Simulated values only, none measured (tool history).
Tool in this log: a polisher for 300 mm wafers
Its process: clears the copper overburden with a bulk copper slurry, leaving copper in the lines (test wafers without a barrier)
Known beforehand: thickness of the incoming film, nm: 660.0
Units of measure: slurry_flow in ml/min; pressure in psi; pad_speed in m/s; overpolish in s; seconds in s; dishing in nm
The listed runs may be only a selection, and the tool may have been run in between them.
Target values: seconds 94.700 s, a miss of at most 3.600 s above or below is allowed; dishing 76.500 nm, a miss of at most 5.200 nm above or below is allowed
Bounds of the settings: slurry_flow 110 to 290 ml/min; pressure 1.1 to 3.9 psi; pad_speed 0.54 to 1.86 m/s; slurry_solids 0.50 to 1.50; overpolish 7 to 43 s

Run 1, hour 0.0: slurry_flow 185 ml/min, pressure 2.5 psi, pad_speed 1.18 m/s, slurry_solids 1.00, overpolish 22 s. Result: seconds 79.771 s, dishing 76.672 nm.
Run 2, hour 9.0: slurry_flow 185 ml/min, pressure 3.0 psi, pad_speed 1.18 m/s, slurry_solids 1.00, overpolish 22 s. Result: seconds 65.365 s, dishing 85.936 nm.
Run 3, hour 13.8: slurry_flow 185 ml/min, pressure 2.8 psi, pad_speed 1.18 m/s, slurry_solids 1.00, overpolish 23 s. Result: seconds 72.147 s, dishing 84.909 nm.
Run 4, hour 14.6: slurry_flow 185 ml/min, pressure 2.8 psi, pad_speed 1.18 m/s, slurry_solids 1.00, overpolish 20 s. Result: seconds 70.747 s, dishing 77.843 nm.
Run 5, hour 16.9: slurry_flow 185 ml/min, pressure 2.6 psi, pad_speed 1.18 m/s, slurry_solids 1.00, overpolish 21 s. Result: seconds 75.358 s, dishing 77.370 nm.
Run 6, hour 20.8: slurry_flow 185 ml/min, pressure 2.5 psi, pad_speed 1.18 m/s, slurry_solids 1.00, overpolish 22 s. Result: seconds 79.157 s, dishing 77.078 nm.
Run 7, hour 22.5: slurry_flow 185 ml/min, pressure 2.4 psi, pad_speed 1.18 m/s, slurry_solids 1.00, overpolish 23 s. Result: seconds 83.522 s, dishing 78.158 nm.
Run 8, hour 31.0: slurry_flow 185 ml/min, pressure 2.3 psi, pad_speed 1.18 m/s, slurry_solids 1.00, overpolish 23 s. Result: seconds 84.712 s, dishing 75.581 nm.
Run 9, hour 35.2: slurry_flow 185 ml/min, pressure 2.2 psi, pad_speed 1.18 m/s, slurry_solids 1.00, overpolish 24 s. Result: seconds 88.148 s, dishing 72.149 nm.
Run 10, hour 37.3: slurry_flow 185 ml/min, pressure 2.2 psi, pad_speed 1.18 m/s, slurry_solids 1.00, overpolish 25 s. Result: seconds 88.677 s, dishing 74.457 nm.

Which single option among these 5 for the next run brings every result within its allowed miss of target? Just one does.
Run A, hour 39.4: slurry_flow 165 ml/min, pressure 2.5 psi, pad_speed 1.06 m/s, slurry_solids 0.90, overpolish 19 s. Result: seconds ?, dishing ?.
Run B, hour 39.4: slurry_flow 275 ml/min, pressure 1.6 psi, pad_speed 1.42 m/s, slurry_solids 1.25, overpolish 33 s. Result: seconds ?, dishing ?.
Run C, hour 39.4: slurry_flow 160 ml/min, pressure 2.1 psi, pad_speed 1.36 m/s, slurry_solids 0.80, overpolish 29 s. Result: seconds ?, dishing ?.
Run D, hour 39.4: slurry_flow 175 ml/min, pressure 2.5 psi, pad_speed 0.98 m/s, slurry_solids 1.50, overpolish 25 s. Result: seconds ?, dishing ?.
Run E, hour 39.4: slurry_flow 175 ml/min, pressure 2.0 psi, pad_speed 1.20 m/s, slurry_solids 1.15, overpolish 22 s. Result: seconds ?, dishing ?.

move  seconds  dishing
   A   87.945   63.173
   B   92.760   73.712
   C   85.916   76.380
   D   85.915   73.792
   E   93.528   64.287
A: the biggest miss grows against the last run
B: each result inside its tolerance
C: the biggest miss grows against the last run
D: the biggest miss grows against the last run
E: meets the target for the result that was furthest off, but another lies outside its allowed miss
Move B is the one to make.
